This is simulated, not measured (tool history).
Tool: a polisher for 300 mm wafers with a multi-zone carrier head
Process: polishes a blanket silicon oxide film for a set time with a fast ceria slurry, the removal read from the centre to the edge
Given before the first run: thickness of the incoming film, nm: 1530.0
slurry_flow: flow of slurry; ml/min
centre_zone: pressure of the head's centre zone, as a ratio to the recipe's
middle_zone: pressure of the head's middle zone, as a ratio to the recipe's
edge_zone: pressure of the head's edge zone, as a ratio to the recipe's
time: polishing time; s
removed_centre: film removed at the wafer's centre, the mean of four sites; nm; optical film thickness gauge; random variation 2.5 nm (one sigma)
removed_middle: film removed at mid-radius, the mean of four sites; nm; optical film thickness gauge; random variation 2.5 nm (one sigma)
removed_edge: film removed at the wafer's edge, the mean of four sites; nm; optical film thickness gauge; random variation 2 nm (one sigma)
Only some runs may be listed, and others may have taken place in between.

{"run": 1, "hour": 0.0, "slurry_flow": 280, "centre_zone": 1.0, "middle_zone": 1.0, "edge_zone": 1.0, "time": 39, "removed_centre": 541.01, "removed_middle": 536.1, "removed_edge": 514.38}
{"run": 2, "hour": 2.2, "slurry_flow": 275, "centre_zone": 0.97, "middle_zone": 0.98, "edge_zone": 0.97, "time": 35, "removed_centre": 461.95, "removed_middle": 471.62, "removed_edge": 452.21}
{"run": 3, "hour": 9.0, "slurry_flow": 245, "centre_zone": 0.97, "middle_zone": 0.98, "edge_zone": 0.97, "time": 35, "removed_centre": 458.8, "removed_middle": 463.56, "removed_edge": 455.67}
{"run": 4, "hour": 15.4, "slurry_flow": 245, "centre_zone": 0.97, "middle_zone": 0.98, "edge_zone": 0.93, "time": 35, "removed_centre": 452.5, "removed_middle": 466.86, "removed_edge": 440.9}
{"run": 5, "hour": 19.3, "slurry_flow": 245, "centre_zone": 0.88, "middle_zone": 0.98, "edge_zone": 0.93, "time": 35, "removed_centre": 415.06, "removed_middle": 463.36, "removed_edge": 440.42}
{"run": 6, "hour": 27.3, "slurry_flow": 245, "centre_zone": 0.88, "middle_zone": 1.03, "edge_zone": 0.93, "time": 35, "removed_centre": 406.21, "removed_middle": 489.52, "removed_edge": 442.51}
{"run": 7, "hour": 30.9, "slurry_flow": 255, "centre_zone": 0.88, "middle_zone": 1.0, "edge_zone": 0.91, "time": 32, "removed_centre": 384.07, "removed_middle": 436.24, "removed_edge": 404.28}
{"run": 8, "hour": 32.9, "slurry_flow": 260, "centre_zone": 0.87, "middle_zone": 0.99, "edge_zone": 0.89, "time": 29, "removed_centre": 336.75, "removed_middle": 392.44, "removed_edge": 364.4}
{"run": 9, "hour": 39.2, "slurry_flow": 265, "centre_zone": 0.88, "middle_zone": 0.98, "edge_zone": 0.88, "time": 27, "removed_centre": 323.22, "removed_middle": 361.03, "removed_edge": 335.4}
{"run": 10, "hour": 44.4, "slurry_flow": 265, "centre_zone": 0.88, "middle_zone": 0.97, "edge_zone": 0.87, "time": 26, "removed_centre": 315.58, "removed_middle": 348.92, "removed_edge": 325.87}
{"run": 11, "hour": 52.7, "slurry_flow": 265, "centre_zone": 0.88, "middle_zone": 0.96, "edge_zone": 0.86, "time": 25, "removed_centre": 296.66, "removed_middle": 325.97, "removed_edge": 307.19}
{"run": 12, "hour": 55.4, "slurry_flow": 265, "centre_zone": 0.88, "middle_zone": 0.95, "edge_zone": 0.85, "time": 25, "removed_centre": 296.11, "removed_middle": 329.86, "removed_edge": 305.85}
{"run": 13, "hour": 60.1, "slurry_flow": 265, "centre_zone": 0.88, "middle_zone": 0.93, "edge_zone": 0.84, "time": 25, "removed_centre": 300.18, "removed_middle": 321.02, "removed_edge": 303.05}
{"run": 14, "hour": 67.5, "slurry_flow": 230, "centre_zone": 0.85, "middle_zone": 0.9, "edge_zone": 0.81, "time": 23, "removed_centre": 264.73, "removed_middle": 282.93, "removed_edge": 274.66}
{"run": 15, "hour": 76.4, "slurry_flow": 240, "centre_zone": 0.86, "middle_zone": 0.9, "edge_zone": 0.81, "time": 23, "removed_centre": 268.15, "removed_middle": 283.14, "removed_edge": 273.98}
{"run": 16, "hour": 80.4, "slurry_flow": 245, "centre_zone": 0.86, "middle_zone": 0.9, "edge_zone": 0.81, "time": 23, "removed_centre": 267.97, "removed_middle": 283.95, "removed_edge": 276.07}
{"run": 17, "hour": 82.8, "slurry_flow": 250, "centre_zone": 0.86, "middle_zone": 0.9, "edge_zone": 0.81, "time": 23, "removed_centre": 268.03, "removed_middle": 287.58, "removed_edge": 274.44}

Run 18 has not been measured yet. What should we expect?
{"run": 18, "hour": 83.8, "slurry_flow": 255, "centre_zone": 0.86, "middle_zone": 0.9, "edge_zone": 0.82, "time": 23, "removed_centre": "?", "removed_middle": "?", "removed_edge": "?"}

{"run 18": {"removed_centre": 269.98, "removed_middle": 285.32, "removed_edge": 278.13}}

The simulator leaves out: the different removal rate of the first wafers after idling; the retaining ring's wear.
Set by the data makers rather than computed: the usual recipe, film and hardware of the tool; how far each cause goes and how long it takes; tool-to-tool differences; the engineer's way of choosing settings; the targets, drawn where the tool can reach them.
